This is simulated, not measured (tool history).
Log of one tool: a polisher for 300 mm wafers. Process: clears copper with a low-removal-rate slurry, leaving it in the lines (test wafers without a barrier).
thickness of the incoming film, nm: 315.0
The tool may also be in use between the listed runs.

run,hour,flow of slurry (ml/min),pressure of the wafer on the pad (kPa),speed of the pad under the wafer (cm/s),abrasive content of the slurry,overpolish time after the end point (s),time until the end point was called (s),dishing of a wide line in a test structure (angstrom)
1,0.0,215,17.2,92,1.0,18,147.52,215.76
2,7.1,215,18.6,92,1.0,18,134.02,230.03
3,12.7,215,20.0,92,1.0,18,125.93,234.40
4,19.9,215,20.0,92,1.0,12,126.50,180.63
5,21.6,215,20.0,92,1.2,12,121.67,182.93
6,26.6,170,20.0,92,1.2,12,126.12,181.06

What will run 7 give?
7,28.6,170,20.7,92,1.2,14,?,?

Run 7 came out at time until the end point was called (s) 119.81, dishing of a wide line in a test structure (angstrom) 208.63.
